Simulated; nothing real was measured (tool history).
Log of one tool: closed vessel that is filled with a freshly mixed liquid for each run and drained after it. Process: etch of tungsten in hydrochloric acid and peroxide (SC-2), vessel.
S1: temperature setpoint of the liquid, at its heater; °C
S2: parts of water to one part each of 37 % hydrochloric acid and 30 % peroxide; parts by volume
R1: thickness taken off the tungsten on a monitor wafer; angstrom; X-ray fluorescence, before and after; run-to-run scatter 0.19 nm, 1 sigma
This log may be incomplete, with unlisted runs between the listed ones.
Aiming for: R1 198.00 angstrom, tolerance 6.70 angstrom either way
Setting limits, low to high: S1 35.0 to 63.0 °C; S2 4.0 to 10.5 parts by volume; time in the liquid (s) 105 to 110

Run 1, day 0.000: S1 47.0 °C, S2 5.5 parts by volume, time in the liquid (s) 105. Result: R1 238.89 angstrom.
Run 2, day 0.238: S1 46.5 °C, S2 5.5 parts by volume, time in the liquid (s) 105. Result: R1 230.80 angstrom.
Run 3, day 0.429: S1 51.0 °C, S2 5.5 parts by volume, time in the liquid (s) 105. Result: R1 314.73 angstrom.
Run 4, day 0.767: S1 51.0 °C, S2 5.5 parts by volume, time in the liquid (s) 110. Result: R1 323.48 angstrom.
Run 5, day 1.079: S1 50.0 °C, S2 5.5 parts by volume, time in the liquid (s) 110. Result: R1 309.93 angstrom.
Run 6, day 1.321: S1 50.0 °C, S2 4.5 parts by volume, time in the liquid (s) 110. Result: R1 356.35 angstrom.
Run 7, day 1.650: S1 50.0 °C, S2 4.5 parts by volume, time in the liquid (s) 110. Result: R1 353.65 angstrom.
Run 8, day 1.833: S1 49.0 °C, S2 4.5 parts by volume, time in the liquid (s) 110. Result: R1 336.01 angstrom.
Run 9, day 2.096: S1 48.0 °C, S2 4.5 parts by volume, time in the liquid (s) 110. Result: R1 306.01 angstrom.
Run 10, day 2.379: S1 47.5 °C, S2 4.5 parts by volume, time in the liquid (s) 110. Result: R1 298.39 angstrom.

5 candidate next runs follow, results not yet known. Just one meets every target within its allowed miss. Identify it.
Run A, day 2.662: S1 42.5 °C, S2 5.0 parts by volume, time in the liquid (s) 110. Result: R1 ?.
Run B, day 2.662: S1 43.5 °C, S2 4.5 parts by volume, time in the liquid (s) 105. Result: R1 ?.
Run C, day 2.662: S1 48.0 °C, S2 7.0 parts by volume, time in the liquid (s) 105. Result: R1 ?.
Run D, day 2.662: S1 44.5 °C, S2 5.0 parts by volume, time in the liquid (s) 105. Result: R1 ?.
Run E, day 2.662: S1 50.0 °C, S2 4.0 parts by volume, time in the liquid (s) 110. Result: R1 ?.

move      R1
   A  198.79
   B  219.09
   C  215.33
   D  218.03
   E  386.97
A: meets every target
B: better than the last run, though not everything is in spec
C: better than the last run, though not everything is in spec
D: better than the last run, though not everything is in spec
E: the biggest miss grows against the last run
A meets every target.

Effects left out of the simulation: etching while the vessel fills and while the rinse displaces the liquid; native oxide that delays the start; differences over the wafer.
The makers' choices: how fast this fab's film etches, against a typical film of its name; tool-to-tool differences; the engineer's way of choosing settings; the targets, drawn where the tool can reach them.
